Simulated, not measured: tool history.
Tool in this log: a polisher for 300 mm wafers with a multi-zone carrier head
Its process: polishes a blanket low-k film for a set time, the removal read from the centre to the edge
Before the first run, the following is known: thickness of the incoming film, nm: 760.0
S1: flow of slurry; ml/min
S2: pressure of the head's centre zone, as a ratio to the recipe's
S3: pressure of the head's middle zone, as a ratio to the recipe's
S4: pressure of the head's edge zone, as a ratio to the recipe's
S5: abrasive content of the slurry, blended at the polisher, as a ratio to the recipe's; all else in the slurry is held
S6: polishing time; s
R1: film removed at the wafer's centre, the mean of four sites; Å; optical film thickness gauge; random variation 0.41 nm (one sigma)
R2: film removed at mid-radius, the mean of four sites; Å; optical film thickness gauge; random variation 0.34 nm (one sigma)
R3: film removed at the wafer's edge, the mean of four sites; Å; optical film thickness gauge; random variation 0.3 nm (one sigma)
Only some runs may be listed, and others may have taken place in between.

Run 1, hour 0.0: S1 175 ml/min, S2 1.00, S3 1.00, S4 1.00, S5 1.00, S6 60 s. Result: R1 337.13 Å, R2 331.05 Å, R3 330.75 Å.
Run 2, hour 5.0: S1 175 ml/min, S2 1.02, S3 0.97, S4 1.02, S5 1.00, S6 60 s. Result: R1 342.52 Å, R2 317.40 Å, R3 338.14 Å.
Run 3, hour 9.7: S1 175 ml/min, S2 1.04, S3 0.95, S4 1.02, S5 1.00, S6 60 s. Result: R1 348.58 Å, R2 308.07 Å, R3 336.47 Å.
Run 4, hour 11.6: S1 175 ml/min, S2 1.04, S3 0.95, S4 1.02, S5 1.00, S6 75 s. Result: R1 425.34 Å, R2 402.59 Å, R3 413.90 Å.
Run 5, hour 19.8: S1 170 ml/min, S2 1.05, S3 0.92, S4 1.02, S5 0.95, S6 75 s. Result: R1 416.88 Å, R2 379.81 Å, R3 403.50 Å.
Run 6, hour 21.9: S1 170 ml/min, S2 1.05, S3 0.92, S4 1.08, S5 0.95, S6 75 s. Result: R1 420.13 Å, R2 377.23 Å, R3 413.39 Å.

The next listed run, before its measurement:
Run 7, hour 22.4: S1 170 ml/min, S2 1.05, S3 0.92, S4 1.08, S5 0.95, S6 75 s. Result: R1 ?, R2 ?, R3 ?.

{"run 7": {"R1": 422.55, "R2": 371.68, "R3": 415.91}}
